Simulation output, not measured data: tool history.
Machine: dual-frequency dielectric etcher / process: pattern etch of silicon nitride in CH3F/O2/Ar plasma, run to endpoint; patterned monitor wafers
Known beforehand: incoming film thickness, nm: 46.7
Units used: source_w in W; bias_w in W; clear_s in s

{"run": 1, "day": 0.0, "source_w": 530, "bias_w": 63, "clear_s": 67.714}
{"run": 2, "day": 0.275, "source_w": 610, "bias_w": 63, "clear_s": 64.32}
{"run": 3, "day": 0.325, "source_w": 630, "bias_w": 64, "clear_s": 64.44}
{"run": 4, "day": 0.575, "source_w": 630, "bias_w": 55, "clear_s": 68.175}
{"run": 5, "day": 0.633, "source_w": 690, "bias_w": 55, "clear_s": 66.783}
{"run": 6, "day": 0.938, "source_w": 700, "bias_w": 59, "clear_s": 64.88}
{"run": 7, "day": 1.096, "source_w": 710, "bias_w": 62, "clear_s": 62.721}
{"run": 8, "day": 1.329, "source_w": 720, "bias_w": 64, "clear_s": 61.882}

Forecast run 9:
{"run": 9, "day": 1.567, "source_w": 730, "bias_w": 65, "clear_s": "?"}

{"run 9": {"clear_s": 61.798}}

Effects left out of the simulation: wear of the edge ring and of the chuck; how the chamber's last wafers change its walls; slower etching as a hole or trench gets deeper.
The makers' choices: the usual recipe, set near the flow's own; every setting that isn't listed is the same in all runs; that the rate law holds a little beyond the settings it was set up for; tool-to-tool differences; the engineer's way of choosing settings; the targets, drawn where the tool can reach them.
